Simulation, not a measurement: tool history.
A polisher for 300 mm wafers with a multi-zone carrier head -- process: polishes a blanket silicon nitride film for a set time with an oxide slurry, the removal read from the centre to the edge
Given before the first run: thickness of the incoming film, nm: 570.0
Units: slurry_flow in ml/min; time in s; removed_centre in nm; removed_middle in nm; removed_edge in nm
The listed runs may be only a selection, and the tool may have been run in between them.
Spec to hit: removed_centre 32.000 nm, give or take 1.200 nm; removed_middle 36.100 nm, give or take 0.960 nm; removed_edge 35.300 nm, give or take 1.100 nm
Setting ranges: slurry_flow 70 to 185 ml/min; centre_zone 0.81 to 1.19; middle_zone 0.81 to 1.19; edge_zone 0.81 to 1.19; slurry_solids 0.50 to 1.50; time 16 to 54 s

run 1 hour=0.0 | slurry_flow=120 centre_zone=1.00 middle_zone=1.00 edge_zone=1.00 slurry_solids=1.00 time=35 | removed_centre=29.747 removed_middle=30.576 removed_edge=30.507
run 2 hour=7.1 | slurry_flow=135 centre_zone=0.98 middle_zone=1.02 edge_zone=1.03 slurry_solids=1.00 time=35 | removed_centre=30.291 removed_middle=31.664 removed_edge=31.625
run 3 hour=11.2 | slurry_flow=135 centre_zone=0.98 middle_zone=1.02 edge_zone=1.07 slurry_solids=1.00 time=35 | removed_centre=30.454 removed_middle=31.643 removed_edge=32.073
run 4 hour=12.6 | slurry_flow=145 centre_zone=0.96 middle_zone=1.04 edge_zone=1.09 slurry_solids=1.00 time=35 | removed_centre=30.578 removed_middle=32.819 removed_edge=32.527
run 5 hour=13.4 | slurry_flow=145 centre_zone=0.96 middle_zone=1.04 edge_zone=1.09 slurry_solids=0.85 time=35 | removed_centre=26.333 removed_middle=29.204 removed_edge=28.502
run 6 hour=15.9 | slurry_flow=145 centre_zone=0.96 middle_zone=1.01 edge_zone=1.09 slurry_solids=0.85 time=35 | removed_centre=25.873 removed_middle=27.807 removed_edge=28.690
run 7 hour=21.7 | slurry_flow=145 centre_zone=0.95 middle_zone=1.03 edge_zone=1.11 slurry_solids=0.90 time=35 | removed_centre=27.141 removed_middle=30.174 removed_edge=30.400
run 8 hour=24.2 | slurry_flow=145 centre_zone=0.95 middle_zone=1.04 edge_zone=1.13 slurry_solids=0.95 time=35 | removed_centre=29.020 removed_middle=31.914 removed_edge=32.291
run 9 hour=32.1 | slurry_flow=145 centre_zone=0.95 middle_zone=1.06 edge_zone=1.14 slurry_solids=0.95 time=35 | removed_centre=28.747 removed_middle=32.007 removed_edge=31.672
run 10 hour=39.1 | slurry_flow=150 centre_zone=0.94 middle_zone=1.07 edge_zone=1.15 slurry_solids=1.00 time=35 | removed_centre=29.372 removed_middle=33.917 removed_edge=33.553
run 11 hour=44.5 | slurry_flow=155 centre_zone=0.95 middle_zone=1.08 edge_zone=1.16 slurry_solids=1.00 time=35 | removed_centre=30.430 removed_middle=34.488 removed_edge=34.060
run 12 hour=50.7 | slurry_flow=160 centre_zone=0.95 middle_zone=1.09 edge_zone=1.16 slurry_solids=1.00 time=35 | removed_centre=30.336 removed_middle=34.018 removed_edge=33.663
run 13 hour=56.4 | slurry_flow=160 centre_zone=0.95 middle_zone=1.10 edge_zone=1.17 slurry_solids=1.00 time=35 | removed_centre=30.231 removed_middle=34.808 removed_edge=33.910
run 14 hour=60.2 | slurry_flow=160 centre_zone=0.96 middle_zone=1.10 edge_zone=1.18 slurry_solids=1.00 time=35 | removed_centre=30.380 removed_middle=34.911 removed_edge=34.402

5 next moves are on the table. One of them brings every result within its allowed miss. Which?
run A hour=64.0 | slurry_flow=130 centre_zone=0.97 middle_zone=1.10 edge_zone=1.13 slurry_solids=1.00 time=38 | removed_centre=? removed_middle=? removed_edge=?
run B hour=64.0 | slurry_flow=160 centre_zone=1.03 middle_zone=0.93 edge_zone=1.19 slurry_solids=1.10 time=36 | removed_centre=? removed_middle=? removed_edge=?
run C hour=64.0 | slurry_flow=140 centre_zone=0.90 middle_zone=1.14 edge_zone=1.19 slurry_solids=0.95 time=36 | removed_centre=? removed_middle=? removed_edge=?
run D hour=64.0 | slurry_flow=155 centre_zone=0.93 middle_zone=0.95 edge_zone=1.19 slurry_solids=1.10 time=36 | removed_centre=? removed_middle=? removed_edge=?
run E hour=64.0 | slurry_flow=165 centre_zone=0.91 middle_zone=0.95 edge_zone=1.19 slurry_solids=1.05 time=37 | removed_centre=? removed_middle=? removed_edge=?

move=A removed_centre=31.979 removed_middle=36.650 removed_edge=35.185
move=B removed_centre=35.845 removed_middle=33.839 removed_edge=37.591
move=C removed_centre=27.599 removed_middle=35.003 removed_edge=33.386
move=D removed_centre=32.130 removed_middle=34.202 removed_edge=37.422
move=E removed_centre=31.792 removed_middle=34.546 removed_edge=37.678
A: every result within its allowed miss
B: carries the result that was furthest off beyond its target, to the other side
C: its largest miss is bigger than the last run's
D: gets the furthest-off result to its target, but another result is out of tolerance
E: gets the furthest-off result to its target, but another result is out of tolerance
Go with A: it meets all targets.
